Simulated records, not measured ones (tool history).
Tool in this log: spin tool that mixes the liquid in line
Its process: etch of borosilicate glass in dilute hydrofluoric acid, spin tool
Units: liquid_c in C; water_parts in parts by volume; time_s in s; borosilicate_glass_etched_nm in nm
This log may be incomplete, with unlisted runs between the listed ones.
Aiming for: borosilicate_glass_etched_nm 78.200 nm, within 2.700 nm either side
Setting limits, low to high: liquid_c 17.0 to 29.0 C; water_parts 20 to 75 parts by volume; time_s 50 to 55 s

| run | hour | liquid_c | water_parts | time_s | borosilicate_glass_etched_nm |
|---|---|---|---|---|---|
| 1 | 0.0 | 21.0 | 45 | 50 | 38.160 |
| 2 | 0.6 | 21.0 | 45 | 55 | 41.900 |
| 3 | 7.2 | 23.5 | 40 | 55 | 51.452 |
| 4 | 8.4 | 25.5 | 40 | 55 | 56.593 |
| 5 | 15.6 | 26.5 | 35 | 55 | 67.106 |
| 6 | 23.7 | 26.5 | 35 | 50 | 60.557 |
| 7 | 30.5 | 27.0 | 35 | 50 | 62.408 |
| 8 | 32.5 | 27.0 | 35 | 50 | 62.285 |
| 9 | 37.3 | 27.5 | 35 | 50 | 64.487 |
| 10 | 39.3 | 28.0 | 35 | 50 | 65.647 |

Which single option among these 4 for the next run brings every result within its allowed miss of target? Just one does.
| A | 41.3 | 28.5 | 30 | 50 | ? |
| B | 41.3 | 26.0 | 25 | 50 | ? |
| C | 41.3 | 28.0 | 30 | 55 | ? |
| D | 41.3 | 29.0 | 30 | 55 | ? |

| move | borosilicate_glass_etched_nm |
|---|---|
| A | 79.038 |
| B | 86.251 |
| C | 85.197 |
| D | 88.716 |
A: meets every target
B: takes the biggest miss from the last run beyond its target
C: takes the biggest miss from the last run beyond its target
D: takes the biggest miss from the last run beyond its target
A meets every target.
